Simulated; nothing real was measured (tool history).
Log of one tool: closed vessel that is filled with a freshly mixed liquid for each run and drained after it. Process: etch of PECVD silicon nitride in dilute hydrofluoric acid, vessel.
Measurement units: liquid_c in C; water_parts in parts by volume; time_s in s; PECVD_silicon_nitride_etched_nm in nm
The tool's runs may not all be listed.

run    day  liquid_c  water_parts  time_s  PECVD_silicon_nitride_etched_nm
  1      0        26           75     780                           65.981
  2  0.346      23.5           80     780                           53.148
  3  0.517      21.5           80     780                            46.58
  4  0.812      21.5           80     780                           46.604
  5  0.888      20.5           85     780                           41.005
  6  1.004      23.5           85     780                           49.775
  7  1.396      21.5           85     780                           43.856
  8  1.583      20.5           85     780                           40.622

The next listed run, before its measurement:
  9  1.942      19.5           85     780                                ?

Run 9 produced PECVD_silicon_nitride_etched_nm 38.139 nm.
